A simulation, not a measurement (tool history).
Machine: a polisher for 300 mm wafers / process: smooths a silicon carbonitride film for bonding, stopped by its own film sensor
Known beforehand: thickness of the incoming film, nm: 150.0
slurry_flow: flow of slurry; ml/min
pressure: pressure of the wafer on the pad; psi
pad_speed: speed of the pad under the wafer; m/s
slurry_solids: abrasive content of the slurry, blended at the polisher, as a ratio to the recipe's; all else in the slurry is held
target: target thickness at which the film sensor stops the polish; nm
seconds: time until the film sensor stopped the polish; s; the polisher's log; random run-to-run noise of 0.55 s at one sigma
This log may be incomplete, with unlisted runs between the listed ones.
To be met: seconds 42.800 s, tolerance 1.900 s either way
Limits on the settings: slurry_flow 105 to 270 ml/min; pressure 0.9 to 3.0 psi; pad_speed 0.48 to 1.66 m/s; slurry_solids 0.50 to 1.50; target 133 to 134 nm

run,hour,slurry_flow,pressure,pad_speed,slurry_solids,target,seconds
1,0.0,175,1.9,1.06,1.00,133,64.143
2,4.2,175,1.9,0.94,1.00,133,70.400
3,10.7,175,2.2,0.96,1.00,133,61.263
4,12.7,175,2.4,0.98,1.00,133,54.607
5,21.3,175,2.9,0.98,1.00,133,45.143
6,25.9,175,2.5,0.98,1.00,133,51.728
7,26.6,175,2.6,0.98,1.00,133,50.815
8,34.5,175,2.7,0.98,1.00,133,48.860
9,43.3,175,2.8,0.98,1.00,133,46.951
10,44.1,175,2.9,0.98,1.00,133,45.074

Pick the move, out of 4, that brings all results within their allowed miss; only one does.
A,44.9,170,3.0,0.80,0.95,134,?
B,44.9,200,2.8,1.12,0.90,133,?
C,44.9,170,2.8,0.92,1.10,133,?
D,44.9,175,2.7,1.04,0.85,133,?

move,seconds
A,50.091
B,43.675
C,47.333
D,50.591
A: moves away from the targets compared with the last run
B: all results land within tolerance of their targets
C: moves away from the targets compared with the last run
D: moves away from the targets compared with the last run
The right move is B.
